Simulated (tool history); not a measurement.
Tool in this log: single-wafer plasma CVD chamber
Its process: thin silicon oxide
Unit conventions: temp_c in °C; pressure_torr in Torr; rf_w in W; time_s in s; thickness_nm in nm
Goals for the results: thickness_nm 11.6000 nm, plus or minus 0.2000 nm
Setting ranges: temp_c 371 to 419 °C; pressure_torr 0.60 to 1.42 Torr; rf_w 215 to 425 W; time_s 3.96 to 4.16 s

run  hour  temp_c  pressure_torr  rf_w  time_s  thickness_nm
  1   0.0     395           1.01   320    4.16        9.5632
  2   1.8     395           1.04   320    4.16        9.7473
  3   6.4     395           1.04   360    4.16       10.1990
  4  11.3     405           1.04   360    4.16       10.0730
  5  12.9     405           1.04   335    4.16        9.7797
  6  19.2     405           1.04   315    4.16        9.5272
  7  20.6     405           1.07   315    4.16        9.6745
  8  23.8     405           1.07   315    4.16        9.6693
  9  31.5     404           1.10   315    4.16        9.8405
 10  33.7     404           1.30   320    4.16       10.6670
 11  36.1     404           1.32   325    4.16       10.8080
 12  39.0     404           1.33   330    4.16       10.8820
 13  46.8     404           1.34   335    4.16       11.0590
 14  53.3     404           1.35   335    4.16       11.0220
 15  57.9     404           1.35   335    4.16       11.0340
 16  59.4     404           1.42   335    4.16       11.2080
 17  64.8     404           1.42   340    4.16       11.1750
 18  71.5     403           1.42   345    4.16       11.2970

Of the 5 settings listed for the next run, only one would bring every result within its allowed miss of target. Which one?
  A  78.2     416           1.40   370    4.07             ?
  B  78.2     401           1.42   325    4.16             ?
  C  78.2     391           1.31   380    4.16             ?
  D  78.2     409           1.42   370    3.96             ?
  E  78.2     406           1.41   350    4.08             ?

move  thickness_nm
   A       11.1380
   B       11.0200
   C       11.4790
   D       10.9400
   E       11.0490
A: the biggest miss grows against the last run
B: the biggest miss grows against the last run
C: hits every target within its allowed miss
D: the biggest miss grows against the last run
E: the biggest miss grows against the last run
C meets every target.

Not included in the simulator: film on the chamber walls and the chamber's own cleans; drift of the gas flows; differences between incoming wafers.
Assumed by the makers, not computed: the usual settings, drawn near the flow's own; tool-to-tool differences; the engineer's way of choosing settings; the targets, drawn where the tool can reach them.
